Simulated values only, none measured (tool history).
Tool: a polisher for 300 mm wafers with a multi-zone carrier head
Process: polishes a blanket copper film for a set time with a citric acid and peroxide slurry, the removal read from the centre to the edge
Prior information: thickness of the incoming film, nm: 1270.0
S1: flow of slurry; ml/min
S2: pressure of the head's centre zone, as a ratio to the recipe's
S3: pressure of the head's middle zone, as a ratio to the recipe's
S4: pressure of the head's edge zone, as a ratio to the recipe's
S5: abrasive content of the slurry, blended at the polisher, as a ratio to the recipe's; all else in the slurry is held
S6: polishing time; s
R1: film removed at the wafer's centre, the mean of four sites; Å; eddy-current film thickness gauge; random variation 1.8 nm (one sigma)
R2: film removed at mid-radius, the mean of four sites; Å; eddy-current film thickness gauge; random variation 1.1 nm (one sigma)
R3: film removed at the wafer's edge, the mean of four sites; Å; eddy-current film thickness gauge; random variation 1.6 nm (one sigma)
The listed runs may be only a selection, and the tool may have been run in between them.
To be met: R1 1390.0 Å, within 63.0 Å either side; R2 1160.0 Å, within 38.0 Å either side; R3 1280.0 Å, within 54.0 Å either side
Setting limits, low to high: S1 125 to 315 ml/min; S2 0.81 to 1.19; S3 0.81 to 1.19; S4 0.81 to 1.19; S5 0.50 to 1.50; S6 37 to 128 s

| run | day | S1 | S2 | S3 | S4 | S5 | S6 | R1 | R2 | R3 |
|---|---|---|---|---|---|---|---|---|---|---|
| 1 | 0.000 | 205 | 1.00 | 1.00 | 1.00 | 1.00 | 82 | 2364.4 | 2379.5 | 2366.6 |
| 2 | 0.146 | 200 | 1.01 | 0.97 | 0.98 | 0.90 | 75 | 2090.4 | 2028.8 | 2033.7 |
| 3 | 0.454 | 200 | 1.01 | 0.97 | 0.91 | 0.90 | 75 | 2133.6 | 2001.9 | 1966.4 |
| 4 | 0.762 | 200 | 0.95 | 0.97 | 0.91 | 0.90 | 75 | 1990.1 | 2057.2 | 2005.2 |
| 5 | 0.821 | 200 | 0.95 | 0.97 | 0.88 | 0.90 | 75 | 2060.5 | 2027.9 | 1928.4 |
| 6 | 1.067 | 195 | 0.96 | 0.94 | 0.88 | 0.85 | 71 | 1869.8 | 1818.2 | 1807.3 |
| 7 | 1.262 | 190 | 0.97 | 0.92 | 0.87 | 0.80 | 68 | 1777.9 | 1681.8 | 1675.3 |
| 8 | 1.421 | 185 | 0.98 | 0.90 | 0.87 | 0.75 | 66 | 1683.7 | 1579.3 | 1586.5 |
| 9 | 1.588 | 185 | 0.98 | 0.90 | 0.87 | 0.75 | 66 | 1707.1 | 1529.8 | 1603.2 |
| 10 | 1.608 | 180 | 0.98 | 0.89 | 0.86 | 0.70 | 65 | 1573.4 | 1475.2 | 1488.1 |
| 11 | 1.783 | 180 | 0.98 | 0.89 | 0.86 | 0.70 | 65 | 1610.8 | 1458.8 | 1510.7 |
| 12 | 2.125 | 175 | 0.98 | 0.88 | 0.85 | 0.65 | 65 | 1565.9 | 1426.1 | 1454.9 |
| 13 | 2.371 | 170 | 0.99 | 0.87 | 0.85 | 0.60 | 64 | 1506.6 | 1351.9 | 1378.8 |
| 14 | 2.467 | 165 | 1.00 | 0.86 | 0.86 | 0.60 | 64 | 1540.0 | 1315.1 | 1419.6 |

Consider the 5 candidate settings below. Which is the only one whose results all fall within their allowed miss of target?
| A | 2.562 | 195 | 0.93 | 0.95 | 0.83 | 0.55 | 64 | ? | ? | ? |
| B | 2.562 | 145 | 1.09 | 0.87 | 0.87 | 0.75 | 67 | ? | ? | ? |
| C | 2.562 | 190 | 0.99 | 0.96 | 0.81 | 0.65 | 66 | ? | ? | ? |
| D | 2.562 | 195 | 1.09 | 1.00 | 0.81 | 0.50 | 66 | ? | ? | ? |
| E | 2.562 | 150 | 1.06 | 0.85 | 0.90 | 1.00 | 48 | ? | ? | ? |

| move | R1 | R2 | R3 |
|---|---|---|---|
| A | 1394.8 | 1406.1 | 1322.0 |
| B | 1749.1 | 1488.3 | 1556.6 |
| C | 1599.4 | 1564.3 | 1443.7 |
| D | 1520.3 | 1445.0 | 1287.2 |
| E | 1362.8 | 1158.0 | 1252.3 |
A: misses by more than the last run did
B: misses by more than the last run did
C: misses by more than the last run did
D: misses by more than the last run did
E: in spec on every target
E is the move that brings every result within its allowed miss.

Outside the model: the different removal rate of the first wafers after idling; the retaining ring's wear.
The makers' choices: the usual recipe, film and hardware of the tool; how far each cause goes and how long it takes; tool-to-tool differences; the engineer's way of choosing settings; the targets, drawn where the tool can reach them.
